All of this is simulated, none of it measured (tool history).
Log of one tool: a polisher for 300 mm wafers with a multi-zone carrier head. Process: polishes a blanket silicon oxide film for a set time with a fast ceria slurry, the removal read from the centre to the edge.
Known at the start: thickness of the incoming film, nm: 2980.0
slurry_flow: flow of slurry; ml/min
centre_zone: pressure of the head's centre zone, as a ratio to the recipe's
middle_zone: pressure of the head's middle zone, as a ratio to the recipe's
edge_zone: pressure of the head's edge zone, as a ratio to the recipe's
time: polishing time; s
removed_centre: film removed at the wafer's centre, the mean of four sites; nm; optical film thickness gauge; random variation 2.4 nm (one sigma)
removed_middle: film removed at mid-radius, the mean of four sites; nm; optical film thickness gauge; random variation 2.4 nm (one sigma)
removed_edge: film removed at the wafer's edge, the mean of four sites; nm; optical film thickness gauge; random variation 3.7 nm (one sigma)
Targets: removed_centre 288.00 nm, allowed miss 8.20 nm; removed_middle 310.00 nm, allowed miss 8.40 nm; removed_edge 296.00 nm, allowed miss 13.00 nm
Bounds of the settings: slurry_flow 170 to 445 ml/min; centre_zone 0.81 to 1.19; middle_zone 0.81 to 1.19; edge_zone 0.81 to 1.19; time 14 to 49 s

run 1 hour=0.0 | slurry_flow=285 centre_zone=1.00 middle_zone=1.00 edge_zone=1.00 time=31 | removed_centre=337.56 removed_middle=344.38 removed_edge=328.95
run 2 hour=2.4 | slurry_flow=275 centre_zone=0.97 middle_zone=0.98 edge_zone=0.97 time=31 | removed_centre=328.20 removed_middle=340.17 removed_edge=322.11
run 3 hour=8.2 | slurry_flow=265 centre_zone=0.95 middle_zone=0.96 edge_zone=0.95 time=31 | removed_centre=316.97 removed_middle=332.93 removed_edge=324.72
run 4 hour=11.8 | slurry_flow=265 centre_zone=0.95 middle_zone=0.96 edge_zone=1.00 time=31 | removed_centre=315.47 removed_middle=333.07 removed_edge=329.38
-- hour=15.8 edge zone pressure recalibrated
run 5 hour=15.8 | slurry_flow=215 centre_zone=0.95 middle_zone=0.96 edge_zone=1.00 time=31 | removed_centre=311.57 removed_middle=326.82 removed_edge=341.18
run 6 hour=16.6 | slurry_flow=235 centre_zone=0.94 middle_zone=0.95 edge_zone=0.97 time=31 | removed_centre=314.43 removed_middle=326.97 removed_edge=333.83
run 7 hour=19.8 | slurry_flow=220 centre_zone=0.87 middle_zone=0.93 edge_zone=0.87 time=30 | removed_centre=282.22 removed_middle=311.25 removed_edge=309.03
run 8 hour=22.7 | slurry_flow=220 centre_zone=0.87 middle_zone=0.93 edge_zone=0.87 time=30 | removed_centre=279.10 removed_middle=306.31 removed_edge=308.22
run 9 hour=25.5 | slurry_flow=230 centre_zone=0.88 middle_zone=0.93 edge_zone=0.86 time=30 | removed_centre=288.96 removed_middle=311.74 removed_edge=310.86

Which of these 5 next moves meets every target?
run A hour=28.3 | slurry_flow=205 centre_zone=0.87 middle_zone=0.91 edge_zone=0.86 time=29 | removed_centre=? removed_middle=? removed_edge=?
run B hour=28.3 | slurry_flow=170 centre_zone=0.82 middle_zone=0.83 edge_zone=0.90 time=31 | removed_centre=? removed_middle=? removed_edge=?
run C hour=28.3 | slurry_flow=195 centre_zone=0.86 middle_zone=0.85 edge_zone=0.97 time=30 | removed_centre=? removed_middle=? removed_edge=?
run D hour=28.3 | slurry_flow=180 centre_zone=0.94 middle_zone=0.96 edge_zone=0.83 time=30 | removed_centre=? removed_middle=? removed_edge=?
run E hour=28.3 | slurry_flow=215 centre_zone=0.85 middle_zone=0.86 edge_zone=0.97 time=32 | removed_centre=? removed_middle=? removed_edge=?

move=A removed_centre=266.61 removed_middle=291.67 removed_edge=295.39
move=B removed_centre=262.40 removed_middle=284.68 removed_edge=316.80
move=C removed_centre=270.88 removed_middle=285.37 removed_edge=321.77
move=D removed_centre=290.86 removed_middle=308.51 removed_edge=296.87
move=E removed_centre=289.71 removed_middle=310.69 removed_edge=346.28
A: brings the result that was furthest off to its target, and leaves another outside
B: further off than the last run
C: further off than the last run
D: meets every target
E: further off than the last run
Move D is the one to make.
